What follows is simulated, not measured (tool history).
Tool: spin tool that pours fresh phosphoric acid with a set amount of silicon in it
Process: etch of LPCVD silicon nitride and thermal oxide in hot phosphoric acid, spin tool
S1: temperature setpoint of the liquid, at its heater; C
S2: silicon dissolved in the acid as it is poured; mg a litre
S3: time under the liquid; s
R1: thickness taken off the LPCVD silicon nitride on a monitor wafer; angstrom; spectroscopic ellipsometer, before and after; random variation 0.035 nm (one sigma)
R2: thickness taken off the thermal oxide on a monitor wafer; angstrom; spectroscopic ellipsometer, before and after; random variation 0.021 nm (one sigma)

| run | hour | S1 | S2 | S3 | R1 | R2 |
|---|---|---|---|---|---|---|
| 1 | 0 | 162 | 27.5 | 140 | 120.2 | 2.281 |
| 2 | 4.9 | 161.5 | 27.5 | 140 | 117.56 | 2.0117 |
| 3 | 7 | 161 | 26 | 140 | 116.07 | 1.8234 |
| 4 | 14.8 | 161 | 26 | 80 | 66.152 | 1.511 |
| 5 | 17.5 | 161 | 37 | 80 | 65.903 | 0.96425 |
| 6 | 25.5 | 161 | 42.5 | 80 | 65.842 | 0.65372 |
| 7 | 28.7 | 162 | 42 | 85 | 72.283 | 0.61789 |
| 8 | 34.6 | 163 | 38 | 85 | 74.835 | 0.92367 |

Forecast run 9:
| 9 | 40.3 | 163.5 | 37 | 90 | ? | ? |

R1: 80.885 angstrom
R2: 1.0535 angstrom

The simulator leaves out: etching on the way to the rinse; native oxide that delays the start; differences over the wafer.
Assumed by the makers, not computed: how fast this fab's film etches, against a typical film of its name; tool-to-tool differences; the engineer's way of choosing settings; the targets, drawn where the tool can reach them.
